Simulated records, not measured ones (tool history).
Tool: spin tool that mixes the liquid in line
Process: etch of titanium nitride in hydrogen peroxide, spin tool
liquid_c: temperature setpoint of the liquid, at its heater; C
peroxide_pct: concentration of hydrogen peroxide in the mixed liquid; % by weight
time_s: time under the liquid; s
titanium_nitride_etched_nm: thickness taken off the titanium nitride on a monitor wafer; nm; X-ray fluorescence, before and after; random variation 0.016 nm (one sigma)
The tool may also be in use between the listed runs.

run 1 day=0 | liquid_c=51 peroxide_pct=17.5 time_s=45 | titanium_nitride_etched_nm=1.589
run 2 day=0.054 | liquid_c=51 peroxide_pct=17.5 time_s=45 | titanium_nitride_etched_nm=1.5999
run 3 day=0.208 | liquid_c=51 peroxide_pct=19.5 time_s=45 | titanium_nitride_etched_nm=1.6159
run 4 day=0.438 | liquid_c=44 peroxide_pct=19.5 time_s=45 | titanium_nitride_etched_nm=0.96194
run 5 day=0.492 | liquid_c=48.5 peroxide_pct=19.5 time_s=45 | titanium_nitride_etched_nm=1.3718
run 6 day=0.829 | liquid_c=50.5 peroxide_pct=19.5 time_s=45 | titanium_nitride_etched_nm=1.5743
run 7 day=0.883 | liquid_c=52 peroxide_pct=19.5 time_s=45 | titanium_nitride_etched_nm=1.7623

Forecast run 8:
run 8 day=1.1 | liquid_c=56 peroxide_pct=19.5 time_s=45 | titanium_nitride_etched_nm=?

{"run 8": {"titanium_nitride_etched_nm": 2.3569}}
